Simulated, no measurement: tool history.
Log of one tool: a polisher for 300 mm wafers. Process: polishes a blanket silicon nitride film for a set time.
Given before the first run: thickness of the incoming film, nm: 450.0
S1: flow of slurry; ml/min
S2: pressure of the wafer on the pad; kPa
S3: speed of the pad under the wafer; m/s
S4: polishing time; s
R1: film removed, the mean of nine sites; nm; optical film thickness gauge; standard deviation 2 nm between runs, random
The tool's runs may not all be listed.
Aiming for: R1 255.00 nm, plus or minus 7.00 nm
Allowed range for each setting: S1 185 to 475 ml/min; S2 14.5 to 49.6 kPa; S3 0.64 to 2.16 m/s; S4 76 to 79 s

run 1 hour=0.0 | S1=305 S2=31.7 S3=1.40 S4=76 | R1=218.69
run 2 hour=3.3 | S1=305 S2=31.7 S3=1.40 S4=76 | R1=221.78
run 3 hour=9.5 | S1=305 S2=33.1 S3=1.40 S4=76 | R1=231.13
run 4 hour=12.9 | S1=305 S2=33.8 S3=1.40 S4=76 | R1=232.49
run 5 hour=17.4 | S1=255 S2=33.8 S3=1.40 S4=76 | R1=229.07
run 6 hour=24.3 | S1=255 S2=33.8 S3=1.10 S4=76 | R1=190.65
run 7 hour=33.1 | S1=270 S2=35.9 S3=1.10 S4=76 | R1=196.89
run 8 hour=35.4 | S1=270 S2=38.6 S3=1.10 S4=76 | R1=205.40
run 9 hour=43.5 | S1=270 S2=41.4 S3=1.12 S4=76 | R1=219.72
run 10 hour=50.9 | S1=270 S2=43.4 S3=1.12 S4=76 | R1=227.70
run 11 hour=56.7 | S1=270 S2=44.8 S3=1.12 S4=76 | R1=231.96

Exactly one of the 5 candidate moves below puts every result within its allowed miss. Which one?
run A hour=62.5 | S1=315 S2=46.9 S3=1.20 S4=79 | R1=?
run B hour=62.5 | S1=250 S2=49.6 S3=0.86 S4=79 | R1=?
run C hour=62.5 | S1=260 S2=46.9 S3=1.26 S4=79 | R1=?
run D hour=62.5 | S1=285 S2=43.4 S3=1.24 S4=78 | R1=?
run E hour=62.5 | S1=280 S2=49.6 S3=1.16 S4=79 | R1=?

move=A R1=265.80
move=B R1=209.25
move=C R1=272.94
move=D R1=253.66
move=E R1=267.55
A: moves the result that the last run missed by most past its target, out the other side
B: its largest miss is bigger than the last run's
C: moves the result that the last run missed by most past its target, out the other side
D: every result lands within tolerance
E: moves the result that the last run missed by most past its target, out the other side
D is the move that brings every result within its allowed miss.
